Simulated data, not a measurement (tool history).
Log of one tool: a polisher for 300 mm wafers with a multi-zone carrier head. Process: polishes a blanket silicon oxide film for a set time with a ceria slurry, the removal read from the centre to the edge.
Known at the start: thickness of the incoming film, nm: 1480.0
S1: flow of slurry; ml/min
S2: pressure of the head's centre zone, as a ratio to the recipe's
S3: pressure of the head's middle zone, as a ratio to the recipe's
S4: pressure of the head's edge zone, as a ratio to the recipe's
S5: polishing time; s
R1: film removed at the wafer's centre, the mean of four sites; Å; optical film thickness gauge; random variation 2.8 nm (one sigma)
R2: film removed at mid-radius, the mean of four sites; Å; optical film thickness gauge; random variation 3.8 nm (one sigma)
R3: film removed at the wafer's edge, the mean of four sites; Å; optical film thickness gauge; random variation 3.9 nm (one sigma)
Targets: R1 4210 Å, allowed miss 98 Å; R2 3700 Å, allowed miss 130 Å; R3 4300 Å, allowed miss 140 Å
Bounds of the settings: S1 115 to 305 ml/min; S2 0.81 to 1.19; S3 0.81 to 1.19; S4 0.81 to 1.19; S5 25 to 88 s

run 1 hour=0 | S1=195 S2=1 S3=1 S4=1 S5=56 | R1=3240.8 R2=3224.2 R3=3250.9
run 2 hour=6.8 | S1=195 S2=1 S3=1 S4=1 S5=46 | R1=2647.7 R2=2627.6 R3=2662.9
run 3 hour=15.3 | S1=195 S2=1 S3=0.96 S4=1 S5=46 | R1=2664.3 R2=2578 R3=2625.1
run 4 hour=22.4 | S1=190 S2=1.01 S3=0.96 S4=1.03 S5=49 | R1=2819.4 R2=2689.2 R3=2906.5
run 5 hour=30.3 | S1=190 S2=1.01 S3=0.87 S4=1.03 S5=49 | R1=2840.5 R2=2502.8 R3=2922.9
run 6 hour=38.9 | S1=190 S2=0.97 S3=0.87 S4=1.03 S5=49 | R1=2712.8 R2=2494.7 R3=2883.7
run 7 hour=42.2 | S1=195 S2=0.99 S3=0.89 S4=1.05 S5=51 | R1=2956.9 R2=2635.3 R3=3063.6
run 8 hour=43.2 | S1=190 S2=1.01 S3=0.91 S4=1.07 S5=53 | R1=3054.8 R2=2823.5 R3=3176.8
run 9 hour=44.8 | S1=245 S2=1.09 S3=0.88 S4=1.17 S5=68 | R1=4317.4 R2=3602.7 R3=4478.4
run 10 hour=46.3 | S1=245 S2=1.09 S3=0.89 S4=1.16 S5=68 | R1=4327.5 R2=3628.2 R3=4303.5

5 next moves are on the table. One of them brings every result within its allowed miss. Which?
run A hour=47.8 | S1=240 S2=1.13 S3=0.87 S4=1.07 S5=67 | R1=? R2=? R3=?
run B hour=47.8 | S1=270 S2=1.13 S3=0.86 S4=1.18 S5=66 | R1=? R2=? R3=?
run C hour=47.8 | S1=235 S2=1.16 S3=0.86 S4=1.17 S5=69 | R1=? R2=? R3=?
run D hour=47.8 | S1=245 S2=1.01 S3=0.92 S4=1.19 S5=67 | R1=? R2=? R3=?
run E hour=47.8 | S1=250 S2=1.07 S3=0.92 S4=1.18 S5=66 | R1=? R2=? R3=?

move=A R1=4379.5 R2=3517.4 R3=4235.5
move=B R1=4382 R2=3480.1 R3=4433.9
move=C R1=4592.2 R2=3577.3 R3=4556.6
move=D R1=4018.7 R2=3694.9 R3=4478.3
move=E R1=4155 R2=3648 R3=4400.3
A: further off than the last run
B: further off than the last run
C: further off than the last run
D: takes the result that was furthest off past its target
E: meets every target
Answer: E
